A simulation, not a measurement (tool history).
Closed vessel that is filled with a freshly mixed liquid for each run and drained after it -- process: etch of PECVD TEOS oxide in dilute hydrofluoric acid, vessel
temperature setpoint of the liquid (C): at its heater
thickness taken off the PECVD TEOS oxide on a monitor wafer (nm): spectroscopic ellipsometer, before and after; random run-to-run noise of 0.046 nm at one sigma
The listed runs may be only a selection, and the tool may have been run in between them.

run,hour,temperature setpoint of the liquid (C),parts of water to one part of 49 % hydrofluoric acid (parts by volume),time in the liquid (s),thickness taken off the PECVD TEOS oxide on a monitor wafer (nm)
1,0,23,200,340,15.738
2,7.8,20,200,340,14.042
3,12.9,20,265,340,9.9279
4,20.8,23,265,340,11.077
5,22.9,23,265,340,11.084
6,30.7,23,215,340,14.49

Run 7 is up next; what results do you expect?
7,37.8,22,220,340,?

thickness taken off the PECVD TEOS oxide on a monitor wafer (nm): 13.491
